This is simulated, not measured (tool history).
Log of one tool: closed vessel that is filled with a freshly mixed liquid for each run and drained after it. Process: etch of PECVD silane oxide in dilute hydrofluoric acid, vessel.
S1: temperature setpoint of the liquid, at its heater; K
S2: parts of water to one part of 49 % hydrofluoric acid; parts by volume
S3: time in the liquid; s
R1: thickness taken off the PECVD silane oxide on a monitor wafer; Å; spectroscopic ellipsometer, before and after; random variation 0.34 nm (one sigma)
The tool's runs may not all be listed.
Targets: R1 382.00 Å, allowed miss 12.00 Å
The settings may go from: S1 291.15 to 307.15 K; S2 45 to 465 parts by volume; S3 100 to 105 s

run    day      S1   S2   S3      R1
  1  0.000  299.15  255  100  125.86
  2  0.338  297.65  255  100  122.34
  3  0.679  299.15  255  100  130.61
  4  1.000  295.65  255  100  111.24
  5  1.246  295.65  255  105  118.56
  6  1.442  297.15  235  105  139.12
  7  1.592  298.65  215  105  162.87
  8  1.900  299.65  200  105  185.37
     2.104  -- hydrofluoric acid flow meter replaced
  9  2.104  303.65  100  105  443.68
 10  2.200  303.15  100  105  435.80
 11  2.496  303.15  100  105  434.54
 12  2.633  302.65  100  105  435.68
 13  2.754  302.15  100  105  418.03

Which of these 5 next moves meets every target?
  A  2.875  300.65   90  105   ?
  B  2.875  300.65   95  100   ?
  C  2.875  301.65   95  105   ?
  D  2.875  306.65  125  105   ?
  E  2.875  300.65  110  105   ?

move      R1
   A  450.31
   B  403.56
   C  440.31
   D  385.45
   E  358.74
A: further off than the last run
B: nearer than the last run, and not there yet
C: further off than the last run
D: meets every target
E: takes the result that was furthest off past its target
Answer: D

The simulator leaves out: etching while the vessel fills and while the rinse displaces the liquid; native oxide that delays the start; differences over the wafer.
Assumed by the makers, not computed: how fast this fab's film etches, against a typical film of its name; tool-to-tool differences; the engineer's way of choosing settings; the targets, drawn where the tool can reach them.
